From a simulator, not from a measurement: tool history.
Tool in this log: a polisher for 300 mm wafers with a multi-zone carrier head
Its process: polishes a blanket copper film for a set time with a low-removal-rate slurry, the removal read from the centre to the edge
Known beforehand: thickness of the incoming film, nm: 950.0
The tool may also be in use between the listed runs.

run,hour,flow of slurry (ml/min),pressure of the head's centre zone,pressure of the head's middle zone,pressure of the head's edge zone,abrasive content of the slurry,polishing time (s),film removed at the wafer's centre (angstrom),film removed at mid-radius (angstrom),film removed at the wafer's edge (angstrom)
1,0,305,1,1,1,1,60,1013.7,975.12,940.8
2,2,310,1.04,0.99,1.03,1.15,64,1121.3,1033.7,1078.7
3,5.2,320,1.08,0.99,1.01,1.2,68,1279,1138.2,1121.3
4,14.1,325,1.11,0.98,1.03,1.25,71,1368.9,1190.5,1199.6
5,16,325,1.11,0.98,0.96,1.25,71,1337.3,1174.8,1172.8
6,23.4,325,1.11,0.98,0.93,1.25,71,1351.8,1200,1162
7,32.4,325,1.13,0.97,0.96,1.3,73,1425.2,1201.9,1179.5
8,35.7,335,1.13,0.96,1.01,1.35,75,1465.2,1249.4,1265.1

Run 9 is up next; what results do you expect?
9,37.8,330,1.14,0.95,1.03,1.35,77,?,?,?

film removed at the wafer's centre (angstrom): 1548.6
film removed at mid-radius (angstrom): 1285.6
film removed at the wafer's edge (angstrom): 1339.2
